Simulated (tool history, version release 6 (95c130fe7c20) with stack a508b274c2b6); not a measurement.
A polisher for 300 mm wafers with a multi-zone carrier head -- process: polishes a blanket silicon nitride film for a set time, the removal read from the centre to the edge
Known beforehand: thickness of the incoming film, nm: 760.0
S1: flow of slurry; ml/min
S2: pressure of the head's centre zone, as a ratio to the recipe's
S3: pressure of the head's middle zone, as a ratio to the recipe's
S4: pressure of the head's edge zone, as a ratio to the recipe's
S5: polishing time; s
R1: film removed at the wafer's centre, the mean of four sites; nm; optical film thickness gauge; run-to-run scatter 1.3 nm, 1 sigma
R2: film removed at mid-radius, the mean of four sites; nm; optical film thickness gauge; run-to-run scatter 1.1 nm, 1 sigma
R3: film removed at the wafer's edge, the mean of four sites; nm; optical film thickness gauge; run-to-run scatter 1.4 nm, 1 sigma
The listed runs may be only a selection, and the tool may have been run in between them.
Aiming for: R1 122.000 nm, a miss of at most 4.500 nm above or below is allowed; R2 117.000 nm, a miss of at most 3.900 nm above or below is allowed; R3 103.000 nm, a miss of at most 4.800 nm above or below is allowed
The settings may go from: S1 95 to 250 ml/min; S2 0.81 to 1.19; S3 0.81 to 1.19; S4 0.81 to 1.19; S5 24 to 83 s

run,hour,S1,S2,S3,S4,S5,R1,R2,R3
1,0.0,160,1.00,1.00,1.00,53,63.754,64.227,63.263
2,8.2,160,1.00,1.00,0.97,53,63.943,65.134,64.007
3,9.9,160,1.00,1.00,0.92,53,62.861,64.164,61.076
4,14.5,175,1.05,1.04,0.97,59,76.877,75.886,71.903
5,19.2,175,1.05,1.12,0.97,59,76.772,81.036,71.301
6,26.4,190,1.08,1.14,0.99,63,84.608,88.591,77.934
7,34.5,190,1.08,1.14,0.99,63,85.776,90.310,77.074
8,41.6,195,1.11,1.14,1.01,67,94.029,95.728,85.583
9,47.6,195,1.11,1.14,1.01,67,96.251,95.325,85.302
10,51.3,200,1.12,1.15,1.02,70,100.990,101.250,88.513
11,51.8,205,1.13,1.16,1.03,72,105.250,104.660,93.102
12,58.7,210,1.14,1.17,1.03,74,109.480,111.020,98.210
13,59.4,210,1.15,1.17,1.02,75,111.590,114.830,96.786
14,63.5,215,1.16,1.16,1.03,76,111.640,114.260,97.180
15,69.5,200,1.17,1.17,1.03,77,115.840,113.160,100.610

Consider the 5 candidate settings below. Which is the only one whose results all fall within their allowed miss of target?
A,75.5,195,1.19,1.11,1.06,76,?,?,?
B,75.5,205,1.17,1.15,1.01,81,?,?,?
C,75.5,215,1.19,1.14,0.88,79,?,?,?
D,75.5,185,1.11,1.16,1.05,77,?,?,?
E,75.5,210,1.14,1.13,1.10,73,?,?,?

move,R1,R2,R3
A,114.180,105.980,100.120
B,121.240,117.810,105.000
C,121.700,115.240,96.716
D,106.330,110.160,99.987
E,107.080,105.140,99.115
A: misses by more than the last run did
B: every result lands within tolerance
C: puts the biggest miss on target and leaves a different result outside tolerance
D: misses by more than the last run did
E: misses by more than the last run did
Move B is the one to make.

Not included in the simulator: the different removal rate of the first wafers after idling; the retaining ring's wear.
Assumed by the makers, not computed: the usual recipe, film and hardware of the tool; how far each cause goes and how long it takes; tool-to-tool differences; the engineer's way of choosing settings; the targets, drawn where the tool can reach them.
